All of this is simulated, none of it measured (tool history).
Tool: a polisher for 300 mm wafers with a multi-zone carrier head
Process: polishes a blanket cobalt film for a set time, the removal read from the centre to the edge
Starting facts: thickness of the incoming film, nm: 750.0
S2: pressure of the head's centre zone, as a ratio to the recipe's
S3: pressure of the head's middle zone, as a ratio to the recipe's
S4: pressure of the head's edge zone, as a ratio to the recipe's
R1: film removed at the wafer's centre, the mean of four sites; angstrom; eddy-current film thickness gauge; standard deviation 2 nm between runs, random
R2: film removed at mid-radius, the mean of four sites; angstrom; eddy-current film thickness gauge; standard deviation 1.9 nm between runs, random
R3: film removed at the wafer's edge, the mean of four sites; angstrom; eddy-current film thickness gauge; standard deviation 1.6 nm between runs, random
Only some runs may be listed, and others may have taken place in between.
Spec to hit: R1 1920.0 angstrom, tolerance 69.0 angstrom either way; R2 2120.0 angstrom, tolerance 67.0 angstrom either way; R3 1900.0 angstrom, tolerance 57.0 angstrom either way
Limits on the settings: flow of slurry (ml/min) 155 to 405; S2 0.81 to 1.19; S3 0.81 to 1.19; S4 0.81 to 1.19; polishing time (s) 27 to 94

run 1 hour=0.0 | flow_of_slurry_(ml/min)=260 S2=1.00 S3=1.00 S4=1.00 polishing_time_(s)=60 | R1=2730.5 R2=2791.9 R3=2674.0
run 2 hour=3.2 | flow_of_slurry_(ml/min)=260 S2=0.99 S3=1.00 S4=0.97 polishing_time_(s)=57 | R1=2601.2 R2=2619.3 R3=2537.9
run 3 hour=9.9 | flow_of_slurry_(ml/min)=260 S2=0.98 S3=1.02 S4=0.95 polishing_time_(s)=54 | R1=2414.7 R2=2543.4 R3=2367.5
run 4 hour=10.5 | flow_of_slurry_(ml/min)=260 S2=0.98 S3=1.10 S4=0.95 polishing_time_(s)=54 | R1=2427.5 R2=2671.1 R3=2371.4
run 5 hour=13.4 | flow_of_slurry_(ml/min)=255 S2=0.97 S3=1.09 S4=0.93 polishing_time_(s)=52 | R1=2321.8 R2=2590.5 R3=2266.8
run 6 hour=14.1 | flow_of_slurry_(ml/min)=210 S2=0.97 S3=1.09 S4=0.93 polishing_time_(s)=52 | R1=2248.5 R2=2528.4 R3=2206.7
run 7 hour=21.0 | flow_of_slurry_(ml/min)=205 S2=0.96 S3=1.07 S4=0.92 polishing_time_(s)=51 | R1=2198.1 R2=2443.3 R3=2132.6
run 8 hour=25.1 | flow_of_slurry_(ml/min)=200 S2=0.94 S3=1.05 S4=0.91 polishing_time_(s)=50 | R1=2053.1 R2=2328.4 R3=2075.9
run 9 hour=32.5 | flow_of_slurry_(ml/min)=195 S2=0.94 S3=1.04 S4=0.89 polishing_time_(s)=50 | R1=2008.4 R2=2329.3 R3=2058.2
run 10 hour=35.6 | flow_of_slurry_(ml/min)=200 S2=0.98 S3=0.98 S4=0.84 polishing_time_(s)=46 | R1=1933.6 R2=1991.7 R3=1859.0
run 11 hour=40.8 | flow_of_slurry_(ml/min)=205 S2=0.97 S3=0.99 S4=0.84 polishing_time_(s)=46 | R1=1955.5 R2=2050.3 R3=1888.4

Which one of the following 5 next-run settings gets every result inside its allowed miss? There is exactly one.
run A hour=46.0 | flow_of_slurry_(ml/min)=205 S2=1.00 S3=0.98 S4=0.86 polishing_time_(s)=48 | R1=? R2=? R3=?
run B hour=46.0 | flow_of_slurry_(ml/min)=245 S2=0.97 S3=0.96 S4=0.95 polishing_time_(s)=44 | R1=? R2=? R3=?
run C hour=46.0 | flow_of_slurry_(ml/min)=215 S2=0.99 S3=1.10 S4=0.81 polishing_time_(s)=43 | R1=? R2=? R3=?
run D hour=46.0 | flow_of_slurry_(ml/min)=185 S2=0.81 S3=1.03 S4=0.85 polishing_time_(s)=51 | R1=? R2=? R3=?
run E hour=46.0 | flow_of_slurry_(ml/min)=290 S2=0.89 S3=0.97 S4=0.81 polishing_time_(s)=46 | R1=? R2=? R3=?

move=A R1=2108.4 R2=2122.1 R3=1925.5
move=B R1=1929.4 R2=1962.4 R3=1884.4
move=C R1=1887.2 R2=2113.0 R3=1686.5
move=D R1=1776.1 R2=2312.4 R3=2007.4
move=E R1=1891.3 R2=2112.7 R3=1860.5
A: puts the biggest miss on target and leaves a different result outside tolerance
B: the biggest miss grows against the last run
C: puts the biggest miss on target and leaves a different result outside tolerance
D: the result that was furthest off in the last run now lies on the other side of its target
E: every result lands within tolerance
So the answer is move E, the one that meets all the targets.
